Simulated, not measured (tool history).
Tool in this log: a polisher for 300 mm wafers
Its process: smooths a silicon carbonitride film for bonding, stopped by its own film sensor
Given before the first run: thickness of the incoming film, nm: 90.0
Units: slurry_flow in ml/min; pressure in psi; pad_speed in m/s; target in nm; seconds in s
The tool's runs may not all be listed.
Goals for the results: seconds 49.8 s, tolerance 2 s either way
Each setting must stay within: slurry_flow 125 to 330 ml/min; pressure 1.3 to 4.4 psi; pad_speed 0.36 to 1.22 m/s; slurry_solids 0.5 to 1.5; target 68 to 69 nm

Run 1, day 0: slurry_flow 210 ml/min, pressure 2.8 psi, pad_speed 0.78 m/s, slurry_solids 1, target 69 nm. Result: seconds 81.446 s.
Run 2, day 0.133: slurry_flow 210 ml/min, pressure 2.8 psi, pad_speed 0.78 m/s, slurry_solids 1, target 69 nm. Result: seconds 80.94 s.
Run 3, day 0.417: slurry_flow 170 ml/min, pressure 2.8 psi, pad_speed 0.78 m/s, slurry_solids 1, target 69 nm. Result: seconds 86.744 s.
Run 4, day 0.462: slurry_flow 170 ml/min, pressure 2.8 psi, pad_speed 0.58 m/s, slurry_solids 1, target 69 nm. Result: seconds 100.81 s.
Run 5, day 0.629: slurry_flow 170 ml/min, pressure 2.8 psi, pad_speed 0.58 m/s, slurry_solids 1, target 69 nm. Result: seconds 97.555 s.
Run 6, day 0.992: slurry_flow 185 ml/min, pressure 3.2 psi, pad_speed 0.58 m/s, slurry_solids 1, target 69 nm. Result: seconds 85.975 s.
At day 1.342: slurry nozzle cleaned.
Run 7, day 1.342: slurry_flow 195 ml/min, pressure 3.5 psi, pad_speed 0.6 m/s, slurry_solids 1, target 69 nm. Result: seconds 72.228 s.
Run 8, day 1.65: slurry_flow 195 ml/min, pressure 3.5 psi, pad_speed 0.6 m/s, slurry_solids 1, target 69 nm. Result: seconds 72.424 s.
Run 9, day 1.783: slurry_flow 205 ml/min, pressure 3.7 psi, pad_speed 0.6 m/s, slurry_solids 1, target 69 nm. Result: seconds 68.582 s.
Run 10, day 2.096: slurry_flow 210 ml/min, pressure 3.9 psi, pad_speed 0.62 m/s, slurry_solids 1, target 69 nm. Result: seconds 63.008 s.
Run 11, day 2.188: slurry_flow 215 ml/min, pressure 4 psi, pad_speed 0.64 m/s, slurry_solids 1, target 69 nm. Result: seconds 61.156 s.
Run 12, day 2.358: slurry_flow 215 ml/min, pressure 4.1 psi, pad_speed 0.66 m/s, slurry_solids 1, target 69 nm. Result: seconds 59.086 s.
Run 13, day 2.55: slurry_flow 215 ml/min, pressure 4.1 psi, pad_speed 0.66 m/s, slurry_solids 1, target 69 nm. Result: seconds 58.31 s.
Run 14, day 2.804: slurry_flow 220 ml/min, pressure 4.2 psi, pad_speed 0.68 m/s, slurry_solids 1, target 69 nm. Result: seconds 55.176 s.

4 next moves are on the table. One of them brings every result within its allowed miss. Which?
Run A, day 3.058: slurry_flow 185 ml/min, pressure 4 psi, pad_speed 0.68 m/s, slurry_solids 0.95, target 68 nm. Result: seconds ?.
Run B, day 3.058: slurry_flow 225 ml/min, pressure 4.2 psi, pad_speed 0.82 m/s, slurry_solids 1.1, target 68 nm. Result: seconds ?.
Run C, day 3.058: slurry_flow 215 ml/min, pressure 4.4 psi, pad_speed 0.58 m/s, slurry_solids 0.95, target 68 nm. Result: seconds ?.
Run D, day 3.058: slurry_flow 320 ml/min, pressure 4 psi, pad_speed 0.58 m/s, slurry_solids 1.25, target 68 nm. Result: seconds ?.

move  seconds
   A   64.109
   B   50.257
   C   62.365
   D   58.886
A: further off than the last run
B: all results land within tolerance of their targets
C: further off than the last run
D: further off than the last run
The right move is B.

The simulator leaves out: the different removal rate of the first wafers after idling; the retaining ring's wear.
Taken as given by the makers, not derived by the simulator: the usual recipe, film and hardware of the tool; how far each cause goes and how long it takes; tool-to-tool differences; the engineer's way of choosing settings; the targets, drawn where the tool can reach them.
